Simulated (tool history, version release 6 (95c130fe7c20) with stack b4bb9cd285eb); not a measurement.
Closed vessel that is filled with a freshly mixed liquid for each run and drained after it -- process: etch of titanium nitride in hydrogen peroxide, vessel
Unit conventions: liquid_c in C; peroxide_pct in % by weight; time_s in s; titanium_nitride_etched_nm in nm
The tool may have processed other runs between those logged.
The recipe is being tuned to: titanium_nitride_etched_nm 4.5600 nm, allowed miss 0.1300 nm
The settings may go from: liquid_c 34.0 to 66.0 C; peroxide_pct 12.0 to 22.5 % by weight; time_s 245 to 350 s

{"run": 1, "hour": 0.0, "liquid_c": 50.0, "peroxide_pct": 15.5, "time_s": 350, "titanium_nitride_etched_nm": 11.58}
{"run": 2, "hour": 4.7, "liquid_c": 47.5, "peroxide_pct": 15.5, "time_s": 350, "titanium_nitride_etched_nm": 9.7169}
{"run": 3, "hour": 6.9, "liquid_c": 45.5, "peroxide_pct": 15.5, "time_s": 350, "titanium_nitride_etched_nm": 8.3976}
{"run": 4, "hour": 14.5, "liquid_c": 45.5, "peroxide_pct": 12.5, "time_s": 350, "titanium_nitride_etched_nm": 8.1158}
{"run": 5, "hour": 22.3, "liquid_c": 45.5, "peroxide_pct": 12.5, "time_s": 350, "titanium_nitride_etched_nm": 7.9509}
{"run": 6, "hour": 31.5, "liquid_c": 44.0, "peroxide_pct": 12.5, "time_s": 350, "titanium_nitride_etched_nm": 7.2218}
{"run": 7, "hour": 33.7, "liquid_c": 42.5, "peroxide_pct": 12.5, "time_s": 350, "titanium_nitride_etched_nm": 6.3127}
{"run": 8, "hour": 37.0, "liquid_c": 41.5, "peroxide_pct": 12.5, "time_s": 350, "titanium_nitride_etched_nm": 5.9386}
{"run": 9, "hour": 39.5, "liquid_c": 41.0, "peroxide_pct": 12.5, "time_s": 350, "titanium_nitride_etched_nm": 5.7058}
{"run": 10, "hour": 46.6, "liquid_c": 40.5, "peroxide_pct": 12.5, "time_s": 350, "titanium_nitride_etched_nm": 5.4686}
{"run": 11, "hour": 54.8, "liquid_c": 40.0, "peroxide_pct": 12.5, "time_s": 350, "titanium_nitride_etched_nm": 5.2171}

Next run, 5 choices. One meets every target within its allowed miss, the rest don't. Which?
{"run": "A", "hour": 63.0, "liquid_c": 41.0, "peroxide_pct": 12.0, "time_s": 340, "titanium_nitride_etched_nm": "?"}
{"run": "B", "hour": 63.0, "liquid_c": 42.5, "peroxide_pct": 12.0, "time_s": 255, "titanium_nitride_etched_nm": "?"}
{"run": "C", "hour": 63.0, "liquid_c": 43.5, "peroxide_pct": 13.5, "time_s": 245, "titanium_nitride_etched_nm": "?"}
{"run": "D", "hour": 63.0, "liquid_c": 37.0, "peroxide_pct": 12.0, "time_s": 350, "titanium_nitride_etched_nm": "?"}
{"run": "E", "hour": 63.0, "liquid_c": 41.0, "peroxide_pct": 14.0, "time_s": 245, "titanium_nitride_etched_nm": "?"}

move=A titanium_nitride_etched_nm=5.5342
move=B titanium_nitride_etched_nm=4.6523
move=C titanium_nitride_etched_nm=4.9403
move=D titanium_nitride_etched_nm=4.1798
move=E titanium_nitride_etched_nm=4.1184
A: moves away from the targets compared with the last run
B: every result within its allowed miss
C: nearer the targets than the last run, but a result is still out of spec
D: carries the result that was furthest off beyond its target, to the other side
E: carries the result that was furthest off beyond its target, to the other side
Correct choice: B, which meets every target

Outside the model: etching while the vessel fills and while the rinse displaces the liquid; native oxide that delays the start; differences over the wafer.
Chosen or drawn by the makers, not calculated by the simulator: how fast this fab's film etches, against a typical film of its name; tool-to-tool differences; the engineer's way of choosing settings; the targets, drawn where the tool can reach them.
